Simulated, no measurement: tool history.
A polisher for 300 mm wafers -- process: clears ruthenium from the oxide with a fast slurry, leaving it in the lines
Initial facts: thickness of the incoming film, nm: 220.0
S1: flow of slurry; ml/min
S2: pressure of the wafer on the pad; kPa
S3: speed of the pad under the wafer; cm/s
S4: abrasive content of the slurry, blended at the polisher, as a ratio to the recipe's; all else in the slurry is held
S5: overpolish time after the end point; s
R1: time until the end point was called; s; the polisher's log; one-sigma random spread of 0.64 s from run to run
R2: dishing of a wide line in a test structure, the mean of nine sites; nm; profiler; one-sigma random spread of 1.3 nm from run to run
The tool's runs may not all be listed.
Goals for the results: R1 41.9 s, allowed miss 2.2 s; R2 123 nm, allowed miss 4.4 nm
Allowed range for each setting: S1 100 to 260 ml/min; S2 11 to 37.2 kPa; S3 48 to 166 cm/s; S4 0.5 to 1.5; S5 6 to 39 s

run	hour	S1	S2	S3	S4	S5	R1	R2
1	0	165	24.1	106	1	20	37.811	88.517
2	8.9	165	24.1	106	0.85	20	39.165	83.596
3	16.6	165	18.6	106	0.85	20	51.586	69.231
4	25.6	125	18.6	106	0.85	20	54.741	64.917
5	30.8	125	18.6	106	0.85	17	53.547	56.317
6	33.8	125	18.6	106	0.85	25	54.69	79.439
7	42.6	140	20	106	0.85	27	49.177	88.959
8	48.6	110	24.1	110	0.85	33	43.901	117.25
9	55.2	115	24.1	110	0.85	33	41.953	116.15

Which of these 4 next moves meets every target?
A	61.8	120	22.8	116	0.85	31	?	?
B	61.8	110	24.8	108	0.9	35	?	?
C	61.8	135	26.2	106	0.9	33	?	?
D	61.8	120	22.8	112	0.9	33	?	?

move	R1	R2
A	41.731	113.74
B	41.236	124.1
C	37.876	126.16
D	42.325	117.47
A: misses by more than the last run did
B: all results in spec
C: the furthest-off result lands on target, but another misses its tolerance
D: better than the last run, though not everything is in spec
The move that meets every target is B.
